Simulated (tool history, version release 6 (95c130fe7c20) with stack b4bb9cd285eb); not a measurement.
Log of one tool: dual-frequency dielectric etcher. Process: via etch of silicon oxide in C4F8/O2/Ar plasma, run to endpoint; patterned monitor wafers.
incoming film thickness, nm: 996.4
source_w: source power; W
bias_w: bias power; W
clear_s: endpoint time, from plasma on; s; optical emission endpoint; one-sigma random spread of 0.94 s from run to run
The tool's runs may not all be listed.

{"run": 1, "day": 0.0, "source_w": 1680, "bias_w": 1514, "clear_s": 227.97}
{"run": 2, "day": 0.279, "source_w": 1530, "bias_w": 1514, "clear_s": 235.73}
{"run": 3, "day": 0.438, "source_w": 1610, "bias_w": 1526, "clear_s": 231.57}
{"run": 4, "day": 0.762, "source_w": 1680, "bias_w": 1537, "clear_s": 227.22}
{"run": 5, "day": 0.879, "source_w": 1740, "bias_w": 1546, "clear_s": 225.48}
{"run": 6, "day": 1.242, "source_w": 1800, "bias_w": 1559, "clear_s": 221.2}
{"run": 7, "day": 1.417, "source_w": 1840, "bias_w": 1567, "clear_s": 219.32}
{"run": 8, "day": 1.5, "source_w": 1880, "bias_w": 1574, "clear_s": 217.76}
{"run": 9, "day": 1.821, "source_w": 1910, "bias_w": 1581, "clear_s": 217.35}
{"run": 10, "day": 1.908, "source_w": 1950, "bias_w": 1589, "clear_s": 213.08}
{"run": 11, "day": 2.121, "source_w": 1970, "bias_w": 1592, "clear_s": 213.37}

Estimate the outcome of run 12 from the log above:
{"run": 12, "day": 2.35, "source_w": 1990, "bias_w": 1596, "clear_s": "?"}

Run 12 gave clear_s 211.98 s.

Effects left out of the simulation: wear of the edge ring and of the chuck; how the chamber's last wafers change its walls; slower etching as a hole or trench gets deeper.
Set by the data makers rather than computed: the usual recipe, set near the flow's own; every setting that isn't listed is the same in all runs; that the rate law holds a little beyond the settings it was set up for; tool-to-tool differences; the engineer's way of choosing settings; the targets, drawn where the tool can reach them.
